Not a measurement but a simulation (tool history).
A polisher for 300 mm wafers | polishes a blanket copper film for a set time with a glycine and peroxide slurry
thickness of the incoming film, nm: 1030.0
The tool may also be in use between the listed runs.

run    day  flow of slurry (ml/min)  pressure of the wafer on the pad (kPa)  speed of the pad under the wafer (cm/s)  polishing time (s)  film removed (angstrom)
  1  0.000                      195                                    16.5                                       92                  52                   2500.5
  2  0.342                      195                                    15.9                                       92                  52                   2390.1
  3  0.371                      195                                    15.9                                       92                  55                   2588.4
  4  0.712                      195                                    15.2                                       92                  55                   2470.1
  5  0.804                      195                                    18.6                                       92                  55                   2871.4
  6  1.121                      195                                    18.6                                       92                  52                   2715.0
  7  1.375                      195                                    17.2                                       90                  52                   2493.5

Forecast run 8:
  8  1.575                      195                                    16.5                                       90                  52                        ?

film removed (angstrom): 2377.4
